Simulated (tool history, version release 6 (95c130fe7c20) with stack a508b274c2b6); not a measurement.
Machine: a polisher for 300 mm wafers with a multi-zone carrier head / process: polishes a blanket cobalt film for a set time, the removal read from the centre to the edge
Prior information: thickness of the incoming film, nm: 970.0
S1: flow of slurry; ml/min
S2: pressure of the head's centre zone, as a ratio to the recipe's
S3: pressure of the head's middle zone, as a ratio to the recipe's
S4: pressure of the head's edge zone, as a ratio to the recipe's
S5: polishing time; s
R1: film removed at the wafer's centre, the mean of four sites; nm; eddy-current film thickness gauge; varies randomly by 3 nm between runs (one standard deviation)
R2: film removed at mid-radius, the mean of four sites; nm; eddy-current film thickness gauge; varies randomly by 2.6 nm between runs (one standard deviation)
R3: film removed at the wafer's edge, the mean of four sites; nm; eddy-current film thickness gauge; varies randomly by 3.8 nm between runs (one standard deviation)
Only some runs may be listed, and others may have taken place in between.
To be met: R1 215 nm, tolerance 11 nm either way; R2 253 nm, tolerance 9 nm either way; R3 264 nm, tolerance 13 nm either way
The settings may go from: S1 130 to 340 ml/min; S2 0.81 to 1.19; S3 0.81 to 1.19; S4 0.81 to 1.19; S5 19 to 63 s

Run 1, hour 0: S1 220 ml/min, S2 1, S3 1, S4 1, S5 41 s. Result: R1 165.05 nm, R2 168.25 nm, R3 168.51 nm.
Run 2, hour 3.6: S1 220 ml/min, S2 1, S3 1, S4 0.94, S5 41 s. Result: R1 167.24 nm, R2 170.28 nm, R3 163.66 nm.
Run 3, hour 5.1: S1 220 ml/min, S2 1, S3 1, S4 0.91, S5 41 s. Result: R1 165.4 nm, R2 168.92 nm, R3 161.03 nm.
Run 4, hour 6.2: S1 220 ml/min, S2 1, S3 1.05, S4 0.91, S5 41 s. Result: R1 166.12 nm, R2 177 nm, R3 162.96 nm.
Run 5, hour 11.6: S1 220 ml/min, S2 1, S3 1.05, S4 0.91, S5 47 s. Result: R1 190.9 nm, R2 201.56 nm, R3 188.42 nm.
Run 6, hour 18.2: S1 220 ml/min, S2 0.99, S3 1.05, S4 0.93, S5 48 s. Result: R1 189.67 nm, R2 207.26 nm, R3 193.04 nm.
Run 7, hour 20.6: S1 220 ml/min, S2 0.99, S3 1.05, S4 0.95, S5 49 s. Result: R1 193.97 nm, R2 211.58 nm, R3 204.6 nm.
Run 8, hour 21.3: S1 245 ml/min, S2 1, S3 1.15, S4 1.05, S5 53 s. Result: R1 216.76 nm, R2 250.98 nm, R3 231.78 nm.
Run 9, hour 29.2: S1 245 ml/min, S2 0.99, S3 1.14, S4 1.06, S5 53 s. Result: R1 211.41 nm, R2 242.83 nm, R3 225.22 nm.
Run 10, hour 32.8: S1 240 ml/min, S2 0.98, S3 1.13, S4 1.07, S5 54 s. Result: R1 212.55 nm, R2 246.67 nm, R3 232.01 nm.
Run 11, hour 39.9: S1 235 ml/min, S2 0.97, S3 1.12, S4 1.08, S5 55 s. Result: R1 217.96 nm, R2 250.04 nm, R3 243.34 nm.
Run 12, hour 43.1: S1 235 ml/min, S2 0.96, S3 1.12, S4 1.09, S5 55 s. Result: R1 215.37 nm, R2 249.4 nm, R3 245.57 nm.
Run 13, hour 47.8: S1 230 ml/min, S2 0.94, S3 1.11, S4 1.11, S5 56 s. Result: R1 213.43 nm, R2 250.32 nm, R3 244.57 nm.
Run 14, hour 55.7: S1 230 ml/min, S2 0.93, S3 1.11, S4 1.12, S5 56 s. Result: R1 206.96 nm, R2 255.91 nm, R3 248.98 nm.
Run 15, hour 64.1: S1 230 ml/min, S2 0.93, S3 1.1, S4 1.13, S5 56 s. Result: R1 207.51 nm, R2 249.41 nm, R3 250.99 nm.

Pick the move, out of 4, that brings all results within their allowed miss; only one does.
Run A, hour 72.5: S1 210 ml/min, S2 1.01, S3 1.13, S4 1.16, S5 53 s. Result: R1 ?, R2 ?, R3 ?.
Run B, hour 72.5: S1 240 ml/min, S2 0.9, S3 1.05, S4 1.15, S5 58 s. Result: R1 ?, R2 ?, R3 ?.
Run C, hour 72.5: S1 220 ml/min, S2 0.88, S3 1.12, S4 1.19, S5 54 s. Result: R1 ?, R2 ?, R3 ?.
Run D, hour 72.5: S1 200 ml/min, S2 0.84, S3 1.09, S4 1.1, S5 56 s. Result: R1 ?, R2 ?, R3 ?.

move      R1      R2      R3
   A  221.85  239.28  237.27
   B  218.56  249.02  260.82
   C  197.52  243.03   245.7
   D  193.75  244.57  243.39
A: misses by more than the last run did
B: every result within its allowed miss
C: misses by more than the last run did
D: misses by more than the last run did
B is the move that brings every result within its allowed miss.

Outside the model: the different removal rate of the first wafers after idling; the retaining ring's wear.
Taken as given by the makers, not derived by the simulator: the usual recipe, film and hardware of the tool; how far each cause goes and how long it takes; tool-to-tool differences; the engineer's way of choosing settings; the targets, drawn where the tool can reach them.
